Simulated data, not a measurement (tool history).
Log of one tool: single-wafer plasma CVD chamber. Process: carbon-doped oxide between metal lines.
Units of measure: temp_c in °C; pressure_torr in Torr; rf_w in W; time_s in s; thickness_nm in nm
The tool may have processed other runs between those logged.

run 1 hour=0.0 | temp_c=340 pressure_torr=5.24 rf_w=525 time_s=17.9 | thickness_nm=100.100
run 2 hour=1.2 | temp_c=335 pressure_torr=5.24 rf_w=525 time_s=17.9 | thickness_nm=101.070
run 3 hour=2.7 | temp_c=335 pressure_torr=5.24 rf_w=525 time_s=17.9 | thickness_nm=101.110
run 4 hour=5.3 | temp_c=330 pressure_torr=5.24 rf_w=525 time_s=17.9 | thickness_nm=104.240
run 5 hour=7.8 | temp_c=336 pressure_torr=4.95 rf_w=515 time_s=17.9 | thickness_nm=98.577
run 6 hour=16.3 | temp_c=336 pressure_torr=5.46 rf_w=515 time_s=17.9 | thickness_nm=100.900
run 7 hour=24.2 | temp_c=348 pressure_torr=4.41 rf_w=475 time_s=17.8 | thickness_nm=88.394

Run 8, settings as shown, results not yet in. Your forecast:
run 8 hour=25.4 | temp_c=349 pressure_torr=4.34 rf_w=475 time_s=17.8 | thickness_nm=?

Run 8 gave thickness_nm 87.143 nm.
